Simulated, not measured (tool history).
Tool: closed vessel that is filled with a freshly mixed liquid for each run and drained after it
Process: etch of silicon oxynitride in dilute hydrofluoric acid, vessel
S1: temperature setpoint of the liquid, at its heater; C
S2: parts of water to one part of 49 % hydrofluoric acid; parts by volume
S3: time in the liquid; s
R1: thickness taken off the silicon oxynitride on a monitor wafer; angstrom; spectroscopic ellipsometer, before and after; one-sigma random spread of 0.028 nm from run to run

Run 1, hour 0.0: S1 24.0 C, S2 50 parts by volume, S3 70 s. Result: R1 66.169 angstrom.
Run 2, hour 3.5: S1 26.0 C, S2 50 parts by volume, S3 70 s. Result: R1 74.942 angstrom.
Run 3, hour 5.4: S1 28.5 C, S2 50 parts by volume, S3 70 s. Result: R1 82.954 angstrom.
Run 4, hour 8.5: S1 25.5 C, S2 50 parts by volume, S3 70 s. Result: R1 72.340 angstrom.
Run 5, hour 10.9: S1 23.5 C, S2 50 parts by volume, S3 70 s. Result: R1 65.202 angstrom.
Run 6, hour 17.7: S1 22.0 C, S2 50 parts by volume, S3 70 s. Result: R1 60.432 angstrom.

Run 7 comes next. What will it give?
At hour 22.0: hydrofluoric acid flow meter replaced.
Run 7, hour 22.0: S1 21.0 C, S2 50 parts by volume, S3 70 s. Result: R1 ?.

{"run 7": {"R1": 61.427}}
